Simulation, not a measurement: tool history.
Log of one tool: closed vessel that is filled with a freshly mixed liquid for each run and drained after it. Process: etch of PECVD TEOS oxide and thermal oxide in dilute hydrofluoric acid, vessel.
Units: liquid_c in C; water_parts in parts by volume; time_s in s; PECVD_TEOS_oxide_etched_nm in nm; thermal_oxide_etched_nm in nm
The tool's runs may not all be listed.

{"run": 1, "hour": 0.0, "liquid_c": 25, "water_parts": 170, "time_s": 135, "PECVD_TEOS_oxide_etched_nm": 20.317, "thermal_oxide_etched_nm": 3.9189}
{"run": 2, "hour": 5.7, "liquid_c": 25, "water_parts": 200, "time_s": 135, "PECVD_TEOS_oxide_etched_nm": 16.733, "thermal_oxide_etched_nm": 3.1346}
{"run": 3, "hour": 14.8, "liquid_c": 23.5, "water_parts": 215, "time_s": 135, "PECVD_TEOS_oxide_etched_nm": 14.339, "thermal_oxide_etched_nm": 2.7437}
{"run": 4, "hour": 20.7, "liquid_c": 23.5, "water_parts": 215, "time_s": 155, "PECVD_TEOS_oxide_etched_nm": 16.373, "thermal_oxide_etched_nm": 3.0865}
{"run": 5, "hour": 27.5, "liquid_c": 22, "water_parts": 235, "time_s": 155, "PECVD_TEOS_oxide_etched_nm": 13.992, "thermal_oxide_etched_nm": 2.7399}
{"run": 6, "hour": 28.9, "liquid_c": 22, "water_parts": 250, "time_s": 150, "PECVD_TEOS_oxide_etched_nm": 12.299, "thermal_oxide_etched_nm": 2.3474}
{"run": 7, "hour": 33.6, "liquid_c": 21.5, "water_parts": 265, "time_s": 150, "PECVD_TEOS_oxide_etched_nm": 11.342, "thermal_oxide_etched_nm": 2.2436}
{"run": 8, "hour": 42.8, "liquid_c": 22, "water_parts": 275, "time_s": 140, "PECVD_TEOS_oxide_etched_nm": 10.384, "thermal_oxide_etched_nm": 1.9702}
{"run": 9, "hour": 44.8, "liquid_c": 21.5, "water_parts": 280, "time_s": 135, "PECVD_TEOS_oxide_etched_nm": 9.4899, "thermal_oxide_etched_nm": 1.8506}

The next listed run, before its measurement:
{"run": 10, "hour": 49.6, "liquid_c": 21.5, "water_parts": 285, "time_s": 130, "PECVD_TEOS_oxide_etched_nm": "?", "thermal_oxide_etched_nm": "?"}

Run 10 gave PECVD_TEOS_oxide_etched_nm 9.0167 nm, thermal_oxide_etched_nm 1.7541 nm.
